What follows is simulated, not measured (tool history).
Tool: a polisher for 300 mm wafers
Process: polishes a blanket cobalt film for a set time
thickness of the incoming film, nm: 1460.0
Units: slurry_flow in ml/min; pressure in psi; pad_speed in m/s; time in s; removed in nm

run	hour	slurry_flow	pressure	pad_speed	time	removed
1	0	160	2	1.18	123	671.59
2	4	190	2	1.18	123	666.34
3	11.3	190	2.4	1.18	123	788.49
4	12.9	190	2.2	1.16	123	736.92
5	16.5	190	2.2	1.16	123	714.26
6	18	190	2.1	1.14	123	685.45
7	18.7	190	2	1.12	123	655.32
8	22.1	190	1.9	1.1	123	595.89
9	28.8	190	1.8	1.1	123	563.9
10	33	190	1.7	1.1	123	550.97
11	38	190	1.7	1.1	123	545.52

Forecast run 12:
12	43.6	190	1.6	1.1	123	?

{"run 12": {"removed": 512.56}}
